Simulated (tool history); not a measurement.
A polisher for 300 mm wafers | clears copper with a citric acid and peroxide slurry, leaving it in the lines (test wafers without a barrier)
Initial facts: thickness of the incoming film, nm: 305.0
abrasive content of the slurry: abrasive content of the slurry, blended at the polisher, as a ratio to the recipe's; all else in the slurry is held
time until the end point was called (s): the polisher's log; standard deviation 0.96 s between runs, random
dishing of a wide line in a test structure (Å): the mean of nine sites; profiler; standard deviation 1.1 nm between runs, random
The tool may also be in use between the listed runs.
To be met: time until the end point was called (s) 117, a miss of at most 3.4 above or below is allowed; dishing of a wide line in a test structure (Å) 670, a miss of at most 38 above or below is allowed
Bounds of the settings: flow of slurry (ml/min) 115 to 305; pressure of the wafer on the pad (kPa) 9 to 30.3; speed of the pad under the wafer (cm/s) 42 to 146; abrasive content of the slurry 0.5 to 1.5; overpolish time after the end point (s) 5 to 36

run  hour  flow of slurry (ml/min)  pressure of the wafer on the pad (kPa)  speed of the pad under the wafer (cm/s)  abrasive content of the slurry  overpolish time after the end point (s)  time until the end point was called (s)  dishing of a wide line in a test structure (Å)
  1     0                      195                                    19.3                                       94                               1                                       18                                   188.07                                          285.22
  2     3                      195                                    22.1                                       94                               1                                       21                                   175.71                                          351.97
  3  10.4                      195                                    22.1                                      106                               1                                       21                                   152.75                                          399.17
  4  12.6                      200                                    24.1                                      106                               1                                       23                                   143.31                                          430.54
  5  20.2                      200                                    24.1                                      106                             0.8                                       23                                   152.16                                          418.66
  6  23.2                      200                                    24.1                                      106                             0.8                                       19                                   149.16                                          366.86
  7  29.8                      200                                    26.2                                      108                             0.8                                       22                                   138.61                                          436.66
  8    35                      200                                    26.2                                      108                             0.8                                       22                                   138.16                                          445.78
     35.9  -- slurry blender recalibrated
  9  35.9                      210                                    29.6                                      108                             0.8                                       28                                   125.07                                          602.31
 10  38.7                      210                                    29.6                                      110                             0.8                                       28                                   121.84                                          602.39
 11  46.7                      210                                    29.6                                      110                             0.8                                       29                                   120.69                                          606.38
 12  49.4                      210                                    29.6                                      110                             0.8                                       30                                   119.91                                          621.81

Which one of the following 4 next-run settings gets every result inside its allowed miss? There is exactly one.
  A  52.1                      215                                    24.8                                      128                             0.8                                       26                                        ?                                               ?
  B  52.1                      215                                    30.3                                      104                             1.2                                       25                                        ?                                               ?
  C  52.1                      215                                    26.9                                      122                             0.8                                       24                                        ?                                               ?
  D  52.1                      190                                    30.3                                      104                            1.15                                       31                                        ?                                               ?

move  time until the end point was called (s)  dishing of a wide line in a test structure (Å)
   A                                   117.78                                          570.84
   B                                   115.14                                          568.42
   C                                   116.68                                          541.26
   D                                   117.42                                          662.82
A: the biggest miss grows against the last run
B: the biggest miss grows against the last run
C: the biggest miss grows against the last run
D: all results in spec
The right move is D.

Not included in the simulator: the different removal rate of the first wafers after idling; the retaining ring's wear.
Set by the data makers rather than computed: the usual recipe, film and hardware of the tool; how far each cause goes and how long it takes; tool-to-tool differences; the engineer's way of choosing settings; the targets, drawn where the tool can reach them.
